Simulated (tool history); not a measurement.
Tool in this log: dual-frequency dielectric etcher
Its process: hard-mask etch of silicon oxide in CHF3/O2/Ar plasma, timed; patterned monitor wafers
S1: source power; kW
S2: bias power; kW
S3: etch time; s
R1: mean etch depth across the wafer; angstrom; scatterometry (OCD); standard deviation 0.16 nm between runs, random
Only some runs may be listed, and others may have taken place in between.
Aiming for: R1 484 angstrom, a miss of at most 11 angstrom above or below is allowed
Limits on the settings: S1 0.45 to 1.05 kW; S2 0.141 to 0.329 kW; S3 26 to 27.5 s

{"run": 1, "hour": 0.0, "S1": 0.75, "S2": 0.235, "S3": 26, "R1": 583.31}
{"run": 2, "hour": 4.6, "S1": 0.71, "S2": 0.23, "S3": 26, "R1": 562.72}
{"run": 3, "hour": 8.6, "S1": 0.6, "S2": 0.23, "S3": 26, "R1": 524.37}
{"run": 4, "hour": 13.4, "S1": 0.55, "S2": 0.23, "S3": 26, "R1": 502.31}
{"run": 5, "hour": 14.6, "S1": 0.54, "S2": 0.23, "S3": 26, "R1": 497.58}
{"run": 6, "hour": 15.5, "S1": 0.6, "S2": 0.23, "S3": 26, "R1": 525.25}
{"run": 7, "hour": 24.3, "S1": 0.59, "S2": 0.229, "S3": 26, "R1": 518.69}
{"run": 8, "hour": 27.9, "S1": 0.46, "S2": 0.219, "S3": 26, "R1": 453.33}

Below are 5 possible settings for the next run. Only one of them brings all results inside the allowed miss of their targets. Which is it?
{"run": "A", "hour": 31.5, "S1": 0.47, "S2": 0.223, "S3": 27, "R1": "?"}
{"run": "B", "hour": 31.5, "S1": 0.45, "S2": 0.199, "S3": 26, "R1": "?"}
{"run": "C", "hour": 31.5, "S1": 0.49, "S2": 0.242, "S3": 27.5, "R1": "?"}
{"run": "D", "hour": 31.5, "S1": 0.45, "S2": 0.216, "S3": 26.5, "R1": "?"}
{"run": "E", "hour": 31.5, "S1": 0.49, "S2": 0.237, "S3": 27, "R1": "?"}

move=A R1=478.66
move=B R1=432.7
move=C R1=512.76
move=D R1=454.54
move=E R1=499.53
A: each result inside its tolerance
B: its largest miss is bigger than the last run's
C: the result that was furthest off in the last run now lies on the other side of its target
D: no better and no worse than the last run
E: the result that was furthest off in the last run now lies on the other side of its target
A is the move that brings every result within its allowed miss.
